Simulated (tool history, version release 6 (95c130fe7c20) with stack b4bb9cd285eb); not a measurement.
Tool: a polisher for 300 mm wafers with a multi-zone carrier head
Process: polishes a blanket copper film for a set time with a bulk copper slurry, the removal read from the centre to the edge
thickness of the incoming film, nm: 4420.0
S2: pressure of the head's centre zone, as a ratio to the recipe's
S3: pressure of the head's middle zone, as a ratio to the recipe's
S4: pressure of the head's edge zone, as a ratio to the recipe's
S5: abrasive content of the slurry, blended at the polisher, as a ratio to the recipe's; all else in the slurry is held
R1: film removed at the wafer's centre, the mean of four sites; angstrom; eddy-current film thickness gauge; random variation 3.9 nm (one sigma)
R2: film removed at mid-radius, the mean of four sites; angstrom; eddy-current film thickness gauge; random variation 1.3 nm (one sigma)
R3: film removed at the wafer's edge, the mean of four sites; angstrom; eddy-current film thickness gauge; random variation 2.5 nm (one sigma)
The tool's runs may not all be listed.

Run 1, day 0.000: flow of slurry (ml/min) 130, S2 1.00, S3 1.00, S4 1.00, S5 1.00, polishing time (s) 56. Result: R1 2924.4 angstrom, R2 2903.2 angstrom, R3 2947.4 angstrom.
Run 2, day 0.292: flow of slurry (ml/min) 125, S2 1.01, S3 0.97, S4 0.97, S5 0.95, polishing time (s) 56. Result: R1 2914.1 angstrom, R2 2785.1 angstrom, R3 2850.5 angstrom.
Run 3, day 0.408: flow of slurry (ml/min) 120, S2 1.02, S3 0.94, S4 0.95, S5 0.90, polishing time (s) 56. Result: R1 2981.9 angstrom, R2 2709.2 angstrom, R3 2724.0 angstrom.
Run 4, day 0.779: flow of slurry (ml/min) 115, S2 1.02, S3 0.92, S4 0.96, S5 0.85, polishing time (s) 56. Result: R1 2821.4 angstrom, R2 2573.8 angstrom, R3 2784.5 angstrom.
Run 5, day 1.054: flow of slurry (ml/min) 110, S2 1.03, S3 0.90, S4 0.94, S5 0.80, polishing time (s) 56. Result: R1 2750.8 angstrom, R2 2464.6 angstrom, R3 2646.5 angstrom.
Run 6, day 1.275: flow of slurry (ml/min) 105, S2 1.04, S3 0.88, S4 0.93, S5 0.80, polishing time (s) 56. Result: R1 2742.3 angstrom, R2 2410.3 angstrom, R3 2606.0 angstrom.
Run 7, day 1.333: flow of slurry (ml/min) 85, S2 1.11, S3 0.81, S4 0.86, S5 0.65, polishing time (s) 55. Result: R1 2541.9 angstrom, R2 1988.2 angstrom, R3 2235.1 angstrom.
Run 8, day 1.596: flow of slurry (ml/min) 90, S2 1.11, S3 0.81, S4 0.86, S5 0.65, polishing time (s) 55. Result: R1 2645.9 angstrom, R2 2009.1 angstrom, R3 2309.4 angstrom.

Forecast run 9:
Run 9, day 1.958: flow of slurry (ml/min) 110, S2 1.08, S3 0.85, S4 0.84, S5 0.65, polishing time (s) 55. Result: R1 ?, R2 ?, R3 ?.

Run 9 gave R1 2760.0 angstrom, R2 2245.9 angstrom, R3 2406.1 angstrom.

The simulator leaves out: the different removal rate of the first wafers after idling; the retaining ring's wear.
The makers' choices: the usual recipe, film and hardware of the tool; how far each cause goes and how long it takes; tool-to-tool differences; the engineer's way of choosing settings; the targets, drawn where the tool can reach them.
